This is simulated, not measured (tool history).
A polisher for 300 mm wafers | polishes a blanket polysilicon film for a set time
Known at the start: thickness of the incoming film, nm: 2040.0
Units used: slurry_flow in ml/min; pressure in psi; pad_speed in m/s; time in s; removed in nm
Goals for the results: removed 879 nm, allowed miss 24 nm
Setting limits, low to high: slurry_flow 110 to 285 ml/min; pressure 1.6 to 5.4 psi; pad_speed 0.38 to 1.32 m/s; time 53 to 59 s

run    day  slurry_flow  pressure  pad_speed  time  removed
  1      0          180       3.5       0.84    59   545.44
  2  0.254          180       3.5       0.84    59   538.11
  3  0.412          185       3.7       0.84    59   559.19
  4  0.621          150       3.7       0.84    59   552.03
  5  0.771          155       3.9       0.84    59   574.62
  6  0.833          160       4.1       0.84    59   601.49
  7   1.05          165       4.2       0.84    59    615.3
  8  1.325          165       4.3       0.84    59   636.79
  9    1.4          170       4.4       0.84    59   640.19
 10  1.638          170       4.5       0.84    59   659.56
 11  1.862          170       4.6       0.84    59   657.37
 12  2.121          170       4.7       0.86    59   691.84
 13  2.446          170       4.8       0.86    59    708.1
 14  2.483          170       4.9       0.86    59   730.87
 15  2.808          170         5       0.86    59   736.11
 16  2.967          175       5.2        0.9    59   790.24
 17  3.104          175       5.3       0.94    59   842.67

5 candidate next runs follow, results not yet known. Just one meets every target within its allowed miss. Identify it.
  A  3.242          175       5.2       0.92    56        ?
  B  3.242          180       5.3       0.94    54        ?
  C  3.242          170       5.4       0.96    59        ?
  D  3.242          200       5.2          1    54        ?
  E  3.242          170       4.9       1.02    58        ?

move  removed
   A    768.8
   B   772.45
   C   868.76
   D   817.91
   E   833.39
A: moves away from the targets compared with the last run
B: moves away from the targets compared with the last run
C: each result inside its tolerance
D: moves away from the targets compared with the last run
E: moves away from the targets compared with the last run
Move C is the one to make.

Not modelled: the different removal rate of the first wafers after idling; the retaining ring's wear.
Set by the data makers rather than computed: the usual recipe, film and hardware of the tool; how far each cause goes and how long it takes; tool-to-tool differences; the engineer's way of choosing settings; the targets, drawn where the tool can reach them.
